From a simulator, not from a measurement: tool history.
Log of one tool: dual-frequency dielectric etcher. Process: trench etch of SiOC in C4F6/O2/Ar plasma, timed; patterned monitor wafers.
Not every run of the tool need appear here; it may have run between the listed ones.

run	hour	source power (kW)	bias power (kW)	etch time (s)	mean etch depth across the wafer (Å)
1	0	0.31	0.244	15	322.89
2	8.5	0.31	0.244	13.5	293.44
3	9.4	0.31	0.27	13.5	301.34
4	15.6	0.34	0.27	13.5	314.56
5	24.1	0.35	0.272	13.5	318.87
6	29.2	0.35	0.229	13.5	305.11

Run 7 is up next; what results do you expect?
7	37.7	0.36	0.237	13.5	?

Logged for run 7: mean etch depth across the wafer (Å) 310.54.

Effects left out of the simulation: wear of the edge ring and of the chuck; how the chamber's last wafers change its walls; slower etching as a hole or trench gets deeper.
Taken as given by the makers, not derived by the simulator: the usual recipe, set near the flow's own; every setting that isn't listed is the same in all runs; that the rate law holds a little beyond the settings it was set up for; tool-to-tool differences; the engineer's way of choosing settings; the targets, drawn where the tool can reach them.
